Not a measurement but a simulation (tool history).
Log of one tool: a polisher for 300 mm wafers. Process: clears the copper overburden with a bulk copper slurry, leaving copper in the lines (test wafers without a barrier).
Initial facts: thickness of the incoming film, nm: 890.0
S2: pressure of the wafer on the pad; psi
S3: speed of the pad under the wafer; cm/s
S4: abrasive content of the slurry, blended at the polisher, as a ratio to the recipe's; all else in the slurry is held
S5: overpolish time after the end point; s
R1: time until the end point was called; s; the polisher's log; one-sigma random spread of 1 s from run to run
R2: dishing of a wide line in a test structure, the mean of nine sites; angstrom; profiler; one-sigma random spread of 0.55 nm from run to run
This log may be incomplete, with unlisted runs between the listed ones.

run 1 hour=0 | flow_of_slurry_(ml/min)=175 S2=3.4 S3=100 S4=1 S5=24 | R1=78.18 R2=523.69
run 2 hour=5.9 | flow_of_slurry_(ml/min)=175 S2=4 S3=100 S4=1 S5=24 | R1=66.559 R2=547.47
run 3 hour=14.8 | flow_of_slurry_(ml/min)=175 S2=4 S3=100 S4=1 S5=22 | R1=66.047 R2=544.45
run 4 hour=17.3 | flow_of_slurry_(ml/min)=175 S2=4 S3=100 S4=1 S5=20 | R1=67.787 R2=533.43
run 5 hour=20.8 | flow_of_slurry_(ml/min)=175 S2=4.1 S3=100 S4=1 S5=19 | R1=64.527 R2=532.25
run 6 hour=23.3 | flow_of_slurry_(ml/min)=175 S2=4.1 S3=100 S4=1 S5=25 | R1=64.79 R2=552.42
run 7 hour=29 | flow_of_slurry_(ml/min)=175 S2=4.1 S3=100 S4=1 S5=23 | R1=66.82 R2=553.04
run 8 hour=35.1 | flow_of_slurry_(ml/min)=180 S2=4 S3=122 S4=1.05 S5=12 | R1=52.646 R2=515.89

Predict the results of run 9:
run 9 hour=40.7 | flow_of_slurry_(ml/min)=180 S2=4 S3=122 S4=1.05 S5=13 | R1=? R2=?

{"run 9": {"R1": 53.965, "R2": 512.9}}

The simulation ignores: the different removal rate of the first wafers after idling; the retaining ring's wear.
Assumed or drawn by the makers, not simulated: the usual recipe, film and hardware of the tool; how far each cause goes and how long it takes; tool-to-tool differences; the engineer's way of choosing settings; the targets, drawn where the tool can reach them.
